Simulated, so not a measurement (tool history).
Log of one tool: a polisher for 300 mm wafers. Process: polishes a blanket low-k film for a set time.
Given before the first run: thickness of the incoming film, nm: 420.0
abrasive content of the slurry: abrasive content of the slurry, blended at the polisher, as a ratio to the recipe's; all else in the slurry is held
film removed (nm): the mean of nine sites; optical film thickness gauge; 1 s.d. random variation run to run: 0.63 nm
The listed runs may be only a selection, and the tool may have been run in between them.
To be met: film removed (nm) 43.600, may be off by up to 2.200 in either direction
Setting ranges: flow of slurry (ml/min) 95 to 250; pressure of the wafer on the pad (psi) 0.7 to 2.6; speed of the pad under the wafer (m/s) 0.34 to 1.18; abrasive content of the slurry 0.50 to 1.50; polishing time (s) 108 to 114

run  hour  flow of slurry (ml/min)  pressure of the wafer on the pad (psi)  speed of the pad under the wafer (m/s)  abrasive content of the slurry  polishing time (s)  film removed (nm)
  1   0.0                      160                                     1.6                                    0.76                            1.00                 108             26.378
  2   6.3                      160                                     1.8                                    0.76                            1.00                 108             29.124
  3   8.3                      160                                     2.0                                    0.76                            1.00                 108             32.454
  4  16.7                      160                                     2.1                                    0.76                            1.00                 108             33.283
  5  17.5                      160                                     2.1                                    0.76                            1.20                 108             35.971
  6  21.7                      160                                     2.2                                    0.76                            1.20                 108             38.453
  7  26.1                      160                                     2.3                                    0.76                            1.20                 108             39.439
  8  33.0                      160                                     2.4                                    0.76                            1.20                 108             41.085
  9  38.5                      160                                     2.4                                    0.76                            1.20                 108             41.488

Of the 5 settings listed for the next run, only one would bring every result within its allowed miss of target. Which one?
  A  44.0                      140                                     2.5                                    0.62                            1.20                 110                  ?
  B  44.0                      165                                     2.6                                    0.44                            1.50                 114                  ?
  C  44.0                      165                                     2.4                                    0.80                            1.25                 110                  ?
  D  44.0                      115                                     2.2                                    0.80                            0.95                 113                  ?
  E  44.0                      170                                     2.2                                    0.82                            1.15                 108                  ?

move  film removed (nm)
   A             37.800
   B             36.854
   C             43.982
   D             35.936
   E             39.257
A: the biggest miss grows against the last run
B: the biggest miss grows against the last run
C: all results land within tolerance of their targets
D: the biggest miss grows against the last run
E: the biggest miss grows against the last run
The right move is C.
